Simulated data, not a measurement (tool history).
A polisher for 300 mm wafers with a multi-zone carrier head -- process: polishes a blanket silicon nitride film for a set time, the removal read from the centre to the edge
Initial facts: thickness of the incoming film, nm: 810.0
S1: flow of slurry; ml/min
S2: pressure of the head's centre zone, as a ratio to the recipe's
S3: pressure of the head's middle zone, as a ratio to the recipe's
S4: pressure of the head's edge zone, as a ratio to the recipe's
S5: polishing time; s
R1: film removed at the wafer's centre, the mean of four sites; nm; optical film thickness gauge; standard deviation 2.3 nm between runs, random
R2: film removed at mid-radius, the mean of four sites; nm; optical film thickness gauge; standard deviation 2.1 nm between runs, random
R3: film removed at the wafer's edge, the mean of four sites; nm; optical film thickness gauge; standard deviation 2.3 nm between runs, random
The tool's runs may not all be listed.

run	hour	S1	S2	S3	S4	S5	R1	R2	R3
1	0	295	1	1	1	81	264.01	263	268.06
2	1.2	295	1.03	1	0.96	69	230.74	220.63	215.67
3	2.6	295	1.03	1	1.04	69	224.93	229.28	226.51
4	11.2	295	1.04	0.99	1	63	209.77	200.42	197.17
5	17.7	295	1.04	0.99	0.94	63	211.24	206.28	198.44
6	23.1	295	1.04	0.99	0.94	44	145.3	141.75	143.18
7	26.4	300	1.07	1	0.97	46	161.59	149.22	146.09

What does the tool deliver on the next run?
8	30.8	300	1.07	1	0.97	48	?	?	?

For run 8 the tool returned R1 167.28 nm, R2 156.13 nm, R3 154.94 nm.

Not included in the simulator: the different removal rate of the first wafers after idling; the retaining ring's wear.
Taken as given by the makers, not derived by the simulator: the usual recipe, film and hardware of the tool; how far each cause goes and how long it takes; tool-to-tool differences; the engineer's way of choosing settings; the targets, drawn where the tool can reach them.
